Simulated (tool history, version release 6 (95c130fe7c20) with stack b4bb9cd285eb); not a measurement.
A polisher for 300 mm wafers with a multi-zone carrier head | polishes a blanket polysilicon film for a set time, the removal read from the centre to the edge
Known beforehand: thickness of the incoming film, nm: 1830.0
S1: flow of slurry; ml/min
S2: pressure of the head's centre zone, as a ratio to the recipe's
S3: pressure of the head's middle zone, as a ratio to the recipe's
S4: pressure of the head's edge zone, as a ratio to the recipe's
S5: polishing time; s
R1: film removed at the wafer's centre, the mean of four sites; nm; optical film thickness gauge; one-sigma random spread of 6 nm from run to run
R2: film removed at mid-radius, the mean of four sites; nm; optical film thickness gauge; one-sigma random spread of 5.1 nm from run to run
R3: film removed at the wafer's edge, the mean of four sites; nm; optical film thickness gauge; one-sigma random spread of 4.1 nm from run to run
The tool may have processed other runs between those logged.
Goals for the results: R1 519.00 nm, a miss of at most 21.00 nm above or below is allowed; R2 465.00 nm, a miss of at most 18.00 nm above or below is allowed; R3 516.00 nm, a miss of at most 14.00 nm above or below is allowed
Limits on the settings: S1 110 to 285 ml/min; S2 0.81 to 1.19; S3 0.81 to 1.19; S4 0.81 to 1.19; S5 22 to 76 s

run,hour,S1,S2,S3,S4,S5,R1,R2,R3
1,0.0,180,1.00,1.00,1.00,49,358.35,356.27,362.01
2,2.3,190,1.02,1.00,1.04,53,391.35,390.88,398.83
3,3.5,195,1.05,0.98,1.07,56,435.51,401.77,421.19
4,10.5,195,1.05,1.02,1.07,56,428.40,426.16,428.94
5,14.6,195,1.05,1.02,1.07,49,381.46,377.31,374.31
6,23.6,190,1.06,1.00,1.09,54,427.60,398.12,416.08
7,30.3,180,1.06,1.00,1.11,57,444.56,417.98,447.59
8,38.8,175,1.07,1.00,1.13,59,461.77,435.93,456.74
9,42.1,190,1.07,0.99,1.15,60,466.30,446.72,473.45
10,45.0,190,1.08,0.98,1.16,61,486.39,439.16,478.53
11,49.3,190,1.08,0.98,1.17,62,488.34,445.39,496.04
12,56.5,190,1.09,0.98,1.18,62,495.55,451.61,502.61
13,63.5,195,1.10,0.98,1.18,62,500.11,446.99,494.12

5 candidate next runs follow, results not yet known. Just one meets every target within its allowed miss. Identify it.
A,70.5,225,1.14,0.91,1.19,60,?,?,?
B,70.5,150,1.11,0.99,1.19,66,?,?,?
C,70.5,205,1.14,0.93,1.19,67,?,?,?
D,70.5,200,1.04,0.93,1.19,67,?,?,?
E,70.5,180,1.19,0.86,1.19,65,?,?,?

move,R1,R2,R3
A,513.27,421.65,489.70
B,518.31,472.27,517.74
C,566.27,474.24,542.28
D,514.52,473.07,541.08
E,562.87,424.07,520.27
A: misses by more than the last run did
B: each result inside its tolerance
C: takes the result that was furthest off past its target
D: takes the result that was furthest off past its target
E: brings the last run's worst result on target, with another outside its allowed miss
Correct choice: B, which meets every target
